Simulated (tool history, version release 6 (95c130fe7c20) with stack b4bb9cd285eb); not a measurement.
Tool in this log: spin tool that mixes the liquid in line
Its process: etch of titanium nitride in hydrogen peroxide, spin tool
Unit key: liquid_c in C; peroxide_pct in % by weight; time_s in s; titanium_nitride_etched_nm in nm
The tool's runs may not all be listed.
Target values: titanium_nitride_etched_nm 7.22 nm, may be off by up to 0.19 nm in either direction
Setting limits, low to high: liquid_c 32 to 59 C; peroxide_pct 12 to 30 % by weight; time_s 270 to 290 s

run 1 hour=0 | liquid_c=43 peroxide_pct=20.5 time_s=270 | titanium_nitride_etched_nm=5.09
run 2 hour=3.7 | liquid_c=43 peroxide_pct=17 time_s=270 | titanium_nitride_etched_nm=4.8054
run 3 hour=5.7 | liquid_c=44 peroxide_pct=17 time_s=270 | titanium_nitride_etched_nm=5.1941
run 4 hour=11.2 | liquid_c=44 peroxide_pct=14.5 time_s=270 | titanium_nitride_etched_nm=5.0378
run 5 hour=19.3 | liquid_c=45 peroxide_pct=14.5 time_s=270 | titanium_nitride_etched_nm=5.4351
run 6 hour=23.1 | liquid_c=45 peroxide_pct=13 time_s=270 | titanium_nitride_etched_nm=5.228
run 7 hour=26.6 | liquid_c=46 peroxide_pct=13 time_s=270 | titanium_nitride_etched_nm=5.6679
run 8 hour=32.5 | liquid_c=46.5 peroxide_pct=13 time_s=270 | titanium_nitride_etched_nm=5.9019
run 9 hour=34 | liquid_c=47 peroxide_pct=13 time_s=270 | titanium_nitride_etched_nm=6.1536
run 10 hour=42.9 | liquid_c=47.5 peroxide_pct=13 time_s=270 | titanium_nitride_etched_nm=6.3463
run 11 hour=47.6 | liquid_c=48 peroxide_pct=13 time_s=270 | titanium_nitride_etched_nm=6.5289

Exercise: of the 4 proposed moves below, exactly one satisfies all targets within the stated allowed misses. Which move is it?
run A hour=52.3 | liquid_c=45.5 peroxide_pct=12 time_s=290 | titanium_nitride_etched_nm=?
run B hour=52.3 | liquid_c=47 peroxide_pct=13 time_s=270 | titanium_nitride_etched_nm=?
run C hour=52.3 | liquid_c=48 peroxide_pct=13.5 time_s=290 | titanium_nitride_etched_nm=?
run D hour=52.3 | liquid_c=46.5 peroxide_pct=17 time_s=270 | titanium_nitride_etched_nm=?

move=A titanium_nitride_etched_nm=5.8411
move=B titanium_nitride_etched_nm=6.1785
move=C titanium_nitride_etched_nm=7.1979
move=D titanium_nitride_etched_nm=6.3008
A: moves away from the targets compared with the last run
B: moves away from the targets compared with the last run
C: meets every target
D: moves away from the targets compared with the last run
The right move is C.
